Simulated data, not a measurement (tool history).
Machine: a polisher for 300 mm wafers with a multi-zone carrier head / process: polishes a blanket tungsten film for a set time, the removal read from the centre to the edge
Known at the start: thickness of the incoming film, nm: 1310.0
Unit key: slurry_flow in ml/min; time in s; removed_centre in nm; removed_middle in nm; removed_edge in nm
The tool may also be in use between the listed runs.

Run 1, hour 0: slurry_flow 310 ml/min, centre_zone 1, middle_zone 1, edge_zone 1, slurry_solids 1, time 78 s. Result: removed_centre 218.2 nm, removed_middle 229.62 nm, removed_edge 220.25 nm.
Run 2, hour 4: slurry_flow 310 ml/min, centre_zone 1, middle_zone 0.99, edge_zone 0.98, slurry_solids 0.95, time 77 s. Result: removed_centre 217.63 nm, removed_middle 221.52 nm, removed_edge 214.68 nm.
Run 3, hour 5.1: slurry_flow 310 ml/min, centre_zone 0.99, middle_zone 0.99, edge_zone 0.97, slurry_solids 0.9, time 76 s. Result: removed_centre 215.72 nm, removed_middle 217.01 nm, removed_edge 207.69 nm.
Run 4, hour 10.4: slurry_flow 310 ml/min, centre_zone 0.99, middle_zone 0.95, edge_zone 0.97, slurry_solids 0.9, time 76 s. Result: removed_centre 210 nm, removed_middle 209.08 nm, removed_edge 205.77 nm.
Run 5, hour 14.4: slurry_flow 310 ml/min, centre_zone 0.98, middle_zone 0.94, edge_zone 0.96, slurry_solids 0.85, time 75 s. Result: removed_centre 206.87 nm, removed_middle 200.37 nm, removed_edge 201.24 nm.
Run 6, hour 18.7: slurry_flow 310 ml/min, centre_zone 1.04, middle_zone 0.94, edge_zone 0.96, slurry_solids 0.85, time 75 s. Result: removed_centre 219.9 nm, removed_middle 202.41 nm, removed_edge 205.2 nm.
Run 7, hour 24.3: slurry_flow 310 ml/min, centre_zone 1.02, middle_zone 0.94, edge_zone 0.95, slurry_solids 0.8, time 75 s. Result: removed_centre 210.49 nm, removed_middle 197.62 nm, removed_edge 199.63 nm.
Run 8, hour 27.2: slurry_flow 310 ml/min, centre_zone 1.01, middle_zone 0.94, edge_zone 0.94, slurry_solids 0.75, time 75 s. Result: removed_centre 203.63 nm, removed_middle 196.47 nm, removed_edge 191.6 nm.
Run 9, hour 35.9: slurry_flow 310 ml/min, centre_zone 1, middle_zone 0.93, edge_zone 0.93, slurry_solids 0.7, time 75 s. Result: removed_centre 196.56 nm, removed_middle 192.68 nm, removed_edge 196.43 nm.

Forecast run 10:
Run 10, hour 41.6: slurry_flow 310 ml/min, centre_zone 1.01, middle_zone 0.94, edge_zone 0.92, slurry_solids 0.7, time 74 s. Result: removed_centre ?, removed_middle ?, removed_edge ?.

Run 10 came out at removed_centre 196.74 nm, removed_middle 190.24 nm, removed_edge 189.5 nm.

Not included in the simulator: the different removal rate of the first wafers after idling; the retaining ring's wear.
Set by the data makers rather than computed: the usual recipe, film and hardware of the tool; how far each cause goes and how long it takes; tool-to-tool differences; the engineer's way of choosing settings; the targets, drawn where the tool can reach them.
